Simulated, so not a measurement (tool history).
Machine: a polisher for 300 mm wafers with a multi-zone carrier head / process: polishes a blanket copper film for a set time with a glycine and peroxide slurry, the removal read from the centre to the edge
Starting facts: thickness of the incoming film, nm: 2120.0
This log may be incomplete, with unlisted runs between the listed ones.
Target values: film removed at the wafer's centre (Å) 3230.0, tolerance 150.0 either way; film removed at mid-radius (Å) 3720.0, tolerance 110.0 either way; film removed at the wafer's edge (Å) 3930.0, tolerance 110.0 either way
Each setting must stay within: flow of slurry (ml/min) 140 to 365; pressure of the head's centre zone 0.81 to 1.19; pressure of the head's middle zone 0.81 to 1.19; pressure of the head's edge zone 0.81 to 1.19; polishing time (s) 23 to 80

run,day,flow of slurry (ml/min),pressure of the head's centre zone,pressure of the head's middle zone,pressure of the head's edge zone,polishing time (s),film removed at the wafer's centre (Å),film removed at mid-radius (Å),film removed at the wafer's edge (Å)
1,0.000,235,1.00,1.00,1.00,51,2774.0,2664.7,2772.0
2,0.038,235,1.00,1.00,1.00,63,3320.5,3274.4,3417.3
3,0.221,245,0.98,1.02,1.04,64,3419.1,3471.1,3477.8
4,0.562,245,0.98,1.02,1.04,56,2899.3,2993.5,3103.7
5,0.650,245,0.98,1.10,1.04,56,2878.3,3203.5,3067.8
6,0.921,245,0.96,1.08,1.07,59,3102.1,3291.1,3289.8
7,0.975,250,0.93,1.09,1.10,60,2932.0,3447.9,3397.7
8,1.079,255,0.93,1.08,1.12,61,2947.2,3510.1,3526.7
9,1.142,265,0.94,1.07,1.14,62,3162.3,3538.9,3596.4
10,1.283,265,0.93,1.06,1.15,63,3160.4,3568.7,3666.0

4 candidate next runs follow, results not yet known. Just one meets every target within its allowed miss. Identify it.
A,1.425,320,0.88,1.04,1.14,61,?,?,?
B,1.425,265,0.92,1.13,1.04,63,?,?,?
C,1.425,215,0.83,1.05,1.15,69,?,?,?
D,1.425,220,0.88,1.02,1.09,71,?,?,?

move,film removed at the wafer's centre (Å),film removed at mid-radius (Å),film removed at the wafer's edge (Å)
A,3074.7,3473.1,3642.8
B,3207.8,3731.2,3506.1
C,3011.9,3674.8,3919.6
D,3307.0,3708.5,3940.8
A: misses by more than the last run did
B: misses by more than the last run did
C: corrects the largest miss of the last run, while another result sits out of spec
D: all results land within tolerance of their targets
D meets every target.
